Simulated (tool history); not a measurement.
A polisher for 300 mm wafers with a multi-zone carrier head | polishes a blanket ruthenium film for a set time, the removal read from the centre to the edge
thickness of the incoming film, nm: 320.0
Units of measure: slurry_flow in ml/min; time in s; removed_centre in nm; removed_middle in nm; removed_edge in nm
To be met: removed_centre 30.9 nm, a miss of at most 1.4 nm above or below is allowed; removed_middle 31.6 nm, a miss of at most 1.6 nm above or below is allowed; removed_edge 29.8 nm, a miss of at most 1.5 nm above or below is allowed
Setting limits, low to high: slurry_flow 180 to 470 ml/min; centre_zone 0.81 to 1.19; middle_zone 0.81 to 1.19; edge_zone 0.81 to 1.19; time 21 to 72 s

Run 1, hour 0: slurry_flow 300 ml/min, centre_zone 1, middle_zone 1, edge_zone 1, time 46 s. Result: removed_centre 47.391 nm, removed_middle 46.081 nm, removed_edge 46.562 nm.
Run 2, hour 8.5: slurry_flow 300 ml/min, centre_zone 1, middle_zone 1.09, edge_zone 1, time 46 s. Result: removed_centre 48.825 nm, removed_middle 49.323 nm, removed_edge 47.242 nm.
Run 3, hour 13: slurry_flow 300 ml/min, centre_zone 0.99, middle_zone 1.08, edge_zone 0.98, time 42 s. Result: removed_centre 42.682 nm, removed_middle 44.109 nm, removed_edge 42.149 nm.
Run 4, hour 18.4: slurry_flow 300 ml/min, centre_zone 0.92, middle_zone 1.08, edge_zone 0.98, time 42 s. Result: removed_centre 39.652 nm, removed_middle 44.523 nm, removed_edge 43.1 nm.
Run 5, hour 26.3: slurry_flow 300 ml/min, centre_zone 0.92, middle_zone 1.15, edge_zone 0.98, time 42 s. Result: removed_centre 40.493 nm, removed_middle 47.202 nm, removed_edge 41.611 nm.
Run 6, hour 28.2: slurry_flow 300 ml/min, centre_zone 0.94, middle_zone 1.13, edge_zone 0.97, time 39 s. Result: removed_centre 38.009 nm, removed_middle 42.958 nm, removed_edge 39.626 nm.
Run 7, hour 32.2: slurry_flow 300 ml/min, centre_zone 0.94, middle_zone 1.13, edge_zone 0.97, time 39 s. Result: removed_centre 38.253 nm, removed_middle 43.702 nm, removed_edge 37.918 nm.
Run 8, hour 34.8: slurry_flow 300 ml/min, centre_zone 0.95, middle_zone 1.1, edge_zone 0.96, time 37 s. Result: removed_centre 36.02 nm, removed_middle 40.908 nm, removed_edge 37.334 nm.
Run 9, hour 37: slurry_flow 300 ml/min, centre_zone 0.97, middle_zone 1.08, edge_zone 0.95, time 35 s. Result: removed_centre 35.568 nm, removed_middle 37.653 nm, removed_edge 34.719 nm.
Run 10, hour 43.6: slurry_flow 300 ml/min, centre_zone 0.97, middle_zone 1.06, edge_zone 0.94, time 34 s. Result: removed_centre 34.395 nm, removed_middle 35.818 nm, removed_edge 33.927 nm.
Run 11, hour 50.2: slurry_flow 300 ml/min, centre_zone 0.97, middle_zone 1.05, edge_zone 0.92, time 33 s. Result: removed_centre 33.001 nm, removed_middle 34.01 nm, removed_edge 31.873 nm.
Run 12, hour 54.6: slurry_flow 300 ml/min, centre_zone 0.97, middle_zone 1.04, edge_zone 0.91, time 33 s. Result: removed_centre 33.929 nm, removed_middle 34.412 nm, removed_edge 32.11 nm.
Run 13, hour 58.4: slurry_flow 295 ml/min, centre_zone 0.94, middle_zone 1.02, edge_zone 0.9, time 29 s. Result: removed_centre 28.036 nm, removed_middle 29.507 nm, removed_edge 28.388 nm.
Run 14, hour 61.2: slurry_flow 305 ml/min, centre_zone 0.95, middle_zone 1.03, edge_zone 0.91, time 29 s. Result: removed_centre 28.926 nm, removed_middle 29.044 nm, removed_edge 28.549 nm.
Run 15, hour 62.5: slurry_flow 305 ml/min, centre_zone 0.96, middle_zone 1.04, edge_zone 0.92, time 29 s. Result: removed_centre 29.821 nm, removed_middle 30.077 nm, removed_edge 27.671 nm.

Which of these 5 next moves meets every target?
Run A, hour 63.8: slurry_flow 380 ml/min, centre_zone 1.1, middle_zone 1.06, edge_zone 0.94, time 24 s. Result: removed_centre ?, removed_middle ?, removed_edge ?.
Run B, hour 63.8: slurry_flow 200 ml/min, centre_zone 0.81, middle_zone 1.04, edge_zone 0.9, time 37 s. Result: removed_centre ?, removed_middle ?, removed_edge ?.
Run C, hour 63.8: slurry_flow 180 ml/min, centre_zone 0.85, middle_zone 0.85, edge_zone 0.82, time 39 s. Result: removed_centre ?, removed_middle ?, removed_edge ?.
Run D, hour 63.8: slurry_flow 245 ml/min, centre_zone 0.94, middle_zone 0.96, edge_zone 1, time 33 s. Result: removed_centre ?, removed_middle ?, removed_edge ?.
Run E, hour 63.8: slurry_flow 390 ml/min, centre_zone 0.99, middle_zone 1.06, edge_zone 1.03, time 29 s. Result: removed_centre ?, removed_middle ?, removed_edge ?.

move  removed_centre  removed_middle  removed_edge
   A          28.633          25.923        23.669
   B          29.728          36.434        33.777
   C           32.13          31.806        33.848
   D          31.892          31.314        32.323
   E          31.185          31.403        29.835
A: moves away from the targets compared with the last run
B: the result that was furthest off in the last run now lies on the other side of its target
C: the result that was furthest off in the last run now lies on the other side of its target
D: the result that was furthest off in the last run now lies on the other side of its target
E: each result inside its tolerance
So the answer is move E, the one that meets all the targets.
